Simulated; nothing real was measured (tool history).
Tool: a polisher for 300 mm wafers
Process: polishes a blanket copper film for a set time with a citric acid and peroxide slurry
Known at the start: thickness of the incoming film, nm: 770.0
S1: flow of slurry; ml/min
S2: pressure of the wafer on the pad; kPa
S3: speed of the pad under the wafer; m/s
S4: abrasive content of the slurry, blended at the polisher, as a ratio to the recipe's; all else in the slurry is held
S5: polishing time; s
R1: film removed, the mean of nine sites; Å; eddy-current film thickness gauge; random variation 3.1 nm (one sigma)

run    day   S1    S2    S3  S4   S5      R1
  1      0  300  17.9  0.84   1  100  1517.6
  2  0.358  300  18.6  0.86   1  100  1634.7
  3  0.521  300  19.3  0.86   1  100  1677.9
  4  0.821  300    20  0.88   1  100  1812.4
  5  0.921  300  20.7  0.88   1  100  1864.7
  6  1.296  300  21.4  0.88   1  100    1883
  7  1.362  300  22.1   0.9   1  100  2002.7
  8  1.579  300  22.8  0.92   1  100  2105.9
  9  1.679  300  23.4  0.94   1  100  2202.5

Forecast run 10:
     1.921  -- worn pad replaced by a new one
 10  1.921  300  24.1  0.94   1  100   ?

R1: 2496 Å
